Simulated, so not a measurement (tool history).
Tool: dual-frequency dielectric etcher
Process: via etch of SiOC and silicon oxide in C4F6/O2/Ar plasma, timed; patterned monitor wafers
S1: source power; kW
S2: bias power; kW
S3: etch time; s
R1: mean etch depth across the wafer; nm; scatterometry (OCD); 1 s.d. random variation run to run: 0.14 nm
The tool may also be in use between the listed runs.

run  hour     S1     S2  S3      R1
  1   0.0  0.420  0.137  58  56.465
  2   7.4  0.440  0.137  58  57.508
  3  13.8  0.440  0.122  58  55.698
  4  22.2  0.410  0.121  58  54.113
  5  25.6  0.410  0.109  58  52.149
     32.4  -- bias power generator calibrated
  6  32.4  0.410  0.118  58  54.191

For run 7, what comes out?
  7  38.8  0.380  0.114  58   ?

{"run 7": {"R1": 51.463}}

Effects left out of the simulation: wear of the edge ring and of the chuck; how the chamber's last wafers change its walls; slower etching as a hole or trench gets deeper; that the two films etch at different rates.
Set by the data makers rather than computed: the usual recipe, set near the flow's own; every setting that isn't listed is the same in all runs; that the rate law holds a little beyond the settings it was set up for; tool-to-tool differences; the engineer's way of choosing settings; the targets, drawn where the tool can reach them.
